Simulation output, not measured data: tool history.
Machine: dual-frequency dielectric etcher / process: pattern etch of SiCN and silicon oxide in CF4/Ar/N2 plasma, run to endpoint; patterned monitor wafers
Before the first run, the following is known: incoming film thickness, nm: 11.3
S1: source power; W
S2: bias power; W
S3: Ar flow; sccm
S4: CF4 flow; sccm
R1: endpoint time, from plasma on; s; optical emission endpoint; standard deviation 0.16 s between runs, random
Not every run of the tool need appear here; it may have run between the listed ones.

| run | hour | S1 | S2 | S3 | S4 | R1 |
|---|---|---|---|---|---|---|
| 1 | 0 | 350 | 83 | 101 | 71 | 15.561 |
| 2 | 6.5 | 350 | 83 | 111 | 71 | 15.588 |
| 3 | 7.1 | 340 | 83 | 111 | 71 | 16.309 |
| 4 | 8.7 | 340 | 83 | 126 | 71 | 16.545 |
| 5 | 16.6 | 370 | 83 | 126 | 71 | 15.296 |
| 6 | 24.2 | 360 | 83 | 126 | 71 | 15.666 |
| 7 | 33 | 350 | 83 | 126 | 71 | 15.938 |
| 8 | 34.7 | 340 | 83 | 126 | 71 | 16.166 |
| 9 | 38 | 330 | 82 | 126 | 71 | 17.145 |

Run 10 has not been measured yet. What should we expect?
| 10 | 45.8 | 330 | 82 | 126 | 71 | ? |

{"run 10": {"R1": 16.813}}
